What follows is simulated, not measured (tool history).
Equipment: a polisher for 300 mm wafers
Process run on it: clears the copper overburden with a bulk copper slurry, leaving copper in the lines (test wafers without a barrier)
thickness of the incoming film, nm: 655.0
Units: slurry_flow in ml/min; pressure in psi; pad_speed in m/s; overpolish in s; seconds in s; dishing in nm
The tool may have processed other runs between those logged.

| run | hour | slurry_flow | pressure | pad_speed | slurry_solids | overpolish | seconds | dishing |
|---|---|---|---|---|---|---|---|---|
| 1 | 0 | 140 | 2.3 | 1.2 | 1 | 20 | 64.151 | 97.004 |
| 2 | 8.7 | 140 | 2.3 | 1 | 1 | 20 | 79.782 | 86.913 |
| 3 | 14.9 | 140 | 2.4 | 1 | 1 | 18 | 74.041 | 84.144 |
| 4 | 17.3 | 175 | 2.4 | 1 | 1 | 18 | 73.746 | 86.309 |
| 5 | 20.9 | 175 | 2.1 | 1 | 1 | 18 | 81.435 | 80.045 |
| 6 | 26 | 150 | 2.1 | 1 | 1 | 18 | 84.073 | 76.687 |
| 7 | 34 | 150 | 2.3 | 1.02 | 1 | 17 | 77.67 | 79.555 |
| 8 | 35.5 | 150 | 2.5 | 1.02 | 1 | 16 | 71.229 | 81.967 |
| 9 | 43.7 | 150 | 2.6 | 1.02 | 1 | 15 | 67.886 | 81.461 |
| 10 | 50.2 | 150 | 2.6 | 1.02 | 1 | 15 | 67.734 | 81.2 |
| 11 | 54.4 | 150 | 2.7 | 1.02 | 1 | 15 | 66.053 | 83.575 |

What does the tool deliver on the next run?
| 12 | 55.6 | 150 | 2.7 | 1.02 | 1 | 15 | ? | ? |

seconds: 64.997 s
dishing: 85.184 nm
